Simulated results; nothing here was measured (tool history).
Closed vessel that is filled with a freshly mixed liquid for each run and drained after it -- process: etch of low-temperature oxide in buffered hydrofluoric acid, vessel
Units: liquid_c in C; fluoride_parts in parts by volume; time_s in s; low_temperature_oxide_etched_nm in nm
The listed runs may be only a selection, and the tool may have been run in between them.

| run | hour | liquid_c | fluoride_parts | time_s | low_temperature_oxide_etched_nm |
|---|---|---|---|---|---|
| 1 | 0.0 | 24.0 | 20.5 | 100 | 311.01 |
| 2 | 8.3 | 22.5 | 20.5 | 100 | 290.57 |
| 3 | 12.8 | 22.5 | 23.0 | 100 | 267.02 |
| 4 | 13.7 | 21.5 | 23.0 | 100 | 251.92 |
| 5 | 16.3 | 23.0 | 23.0 | 100 | 270.77 |
| 6 | 18.8 | 23.0 | 23.0 | 100 | 271.58 |
| 7 | 26.3 | 22.0 | 23.0 | 100 | 258.10 |

Forecast run 8:
| 8 | 30.1 | 21.0 | 23.0 | 100 | ? |

{"run 8": {"low_temperature_oxide_etched_nm": 245.72}}

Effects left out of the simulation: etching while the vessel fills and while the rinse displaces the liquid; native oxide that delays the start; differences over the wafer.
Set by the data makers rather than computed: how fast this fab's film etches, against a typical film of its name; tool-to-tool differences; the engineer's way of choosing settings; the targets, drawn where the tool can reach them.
